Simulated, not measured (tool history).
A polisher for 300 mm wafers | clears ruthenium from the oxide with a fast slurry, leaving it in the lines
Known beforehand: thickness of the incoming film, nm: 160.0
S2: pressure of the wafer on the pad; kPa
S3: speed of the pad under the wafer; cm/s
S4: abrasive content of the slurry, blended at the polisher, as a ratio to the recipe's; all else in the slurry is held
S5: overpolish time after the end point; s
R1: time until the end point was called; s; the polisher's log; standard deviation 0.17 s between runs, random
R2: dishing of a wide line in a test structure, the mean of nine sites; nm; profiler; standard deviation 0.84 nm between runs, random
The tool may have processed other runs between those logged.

{"run": 1, "hour": 0.0, "flow of slurry (ml/min)": 280, "S2": 13.8, "S3": 116, "S4": 1, "S5": 22, "R1": 40.53, "R2": 70.665}
{"run": 2, "hour": 6.7, "flow of slurry (ml/min)": 280, "S2": 13.8, "S3": 92, "S4": 1, "S5": 22, "R1": 50.866, "R2": 57.852}
{"run": 3, "hour": 11.2, "flow of slurry (ml/min)": 280, "S2": 13.8, "S3": 92, "S4": 1, "S5": 14, "R1": 50.754, "R2": 39.094}
{"run": 4, "hour": 11.9, "flow of slurry (ml/min)": 280, "S2": 13.8, "S3": 92, "S4": 0.8, "S5": 14, "R1": 58.759, "R2": 34.755}
{"run": 5, "hour": 17.2, "flow of slurry (ml/min)": 290, "S2": 16.5, "S3": 112, "S4": 0.8, "S5": 13, "R1": 41.053, "R2": 43.109}
{"run": 6, "hour": 18.8, "flow of slurry (ml/min)": 290, "S2": 16.5, "S3": 112, "S4": 0.8, "S5": 7, "R1": 41.582, "R2": 24.752}
{"run": 7, "hour": 25.5, "flow of slurry (ml/min)": 290, "S2": 17.2, "S3": 134, "S4": 0.85, "S5": 11, "R1": 31.558, "R2": 46.557}
{"run": 8, "hour": 32.0, "flow of slurry (ml/min)": 285, "S2": 18.6, "S3": 144, "S4": 0.85, "S5": 12, "R1": 28.354, "R2": 57.213}
{"run": 9, "hour": 34.4, "flow of slurry (ml/min)": 305, "S2": 19.3, "S3": 152, "S4": 0.85, "S5": 12, "R1": 25.722, "R2": 62.263}
{"run": 10, "hour": 41.3, "flow of slurry (ml/min)": 305, "S2": 20, "S3": 160, "S4": 0.85, "S5": 12, "R1": 23.623, "R2": 65.939}

Run 11 is up next; what results do you expect?
{"run": 11, "hour": 46.6, "flow of slurry (ml/min)": 305, "S2": 20.7, "S3": 166, "S4": 0.85, "S5": 12, "R1": "?", "R2": "?"}

R1: 22.415 s
R2: 69.444 nm

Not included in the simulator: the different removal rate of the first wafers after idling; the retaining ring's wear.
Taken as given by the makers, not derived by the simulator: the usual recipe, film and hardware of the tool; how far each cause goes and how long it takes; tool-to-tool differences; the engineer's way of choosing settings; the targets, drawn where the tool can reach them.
